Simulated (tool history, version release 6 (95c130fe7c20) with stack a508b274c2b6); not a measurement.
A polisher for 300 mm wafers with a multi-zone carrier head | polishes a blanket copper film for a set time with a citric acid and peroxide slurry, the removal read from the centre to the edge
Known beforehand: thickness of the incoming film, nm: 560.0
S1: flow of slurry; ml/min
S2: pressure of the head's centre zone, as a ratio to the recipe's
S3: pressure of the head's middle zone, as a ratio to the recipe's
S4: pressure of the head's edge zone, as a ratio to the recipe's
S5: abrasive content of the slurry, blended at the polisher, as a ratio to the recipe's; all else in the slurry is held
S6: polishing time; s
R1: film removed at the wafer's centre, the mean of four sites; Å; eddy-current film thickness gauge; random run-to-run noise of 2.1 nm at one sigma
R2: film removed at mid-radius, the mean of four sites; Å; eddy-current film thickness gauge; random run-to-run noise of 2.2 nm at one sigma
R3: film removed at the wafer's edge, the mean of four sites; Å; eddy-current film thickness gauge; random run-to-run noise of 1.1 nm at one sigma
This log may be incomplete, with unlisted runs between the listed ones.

| run | hour | S1 | S2 | S3 | S4 | S5 | S6 | R1 | R2 | R3 |
|---|---|---|---|---|---|---|---|---|---|---|
| 1 | 0.0 | 225 | 1.00 | 1.00 | 1.00 | 1.00 | 61 | 1988.9 | 2058.2 | 1944.2 |
| 2 | 8.2 | 215 | 0.96 | 0.99 | 0.97 | 0.90 | 61 | 1850.3 | 1939.4 | 1864.7 |
| 3 | 9.1 | 210 | 0.93 | 0.99 | 0.94 | 0.85 | 61 | 1778.0 | 1887.9 | 1806.0 |
| 4 | 10.6 | 210 | 0.93 | 0.99 | 0.94 | 0.85 | 71 | 2039.0 | 2225.3 | 2077.1 |
| 5 | 15.6 | 210 | 0.93 | 0.99 | 0.89 | 0.85 | 71 | 2056.1 | 2220.9 | 2063.4 |
| 6 | 21.6 | 200 | 0.90 | 0.99 | 0.88 | 0.75 | 69 | 1856.6 | 2070.1 | 1884.6 |
| 7 | 30.2 | 150 | 0.81 | 0.93 | 0.91 | 0.50 | 66 | 1198.3 | 1504.3 | 1476.0 |
| 8 | 38.8 | 175 | 0.82 | 0.94 | 0.91 | 0.50 | 66 | 1337.2 | 1579.3 | 1511.6 |
| 9 | 39.6 | 185 | 0.82 | 0.95 | 0.93 | 0.50 | 66 | 1344.1 | 1577.9 | 1547.0 |
| 10 | 41.6 | 190 | 0.82 | 0.97 | 0.93 | 0.50 | 66 | 1345.5 | 1564.1 | 1542.2 |

Forecast run 11:
| 11 | 43.5 | 190 | 0.82 | 0.98 | 0.92 | 0.55 | 66 | ? | ? | ? |

{"run 11": {"R1": 1374.7, "R2": 1716.4, "R3": 1595.2}}

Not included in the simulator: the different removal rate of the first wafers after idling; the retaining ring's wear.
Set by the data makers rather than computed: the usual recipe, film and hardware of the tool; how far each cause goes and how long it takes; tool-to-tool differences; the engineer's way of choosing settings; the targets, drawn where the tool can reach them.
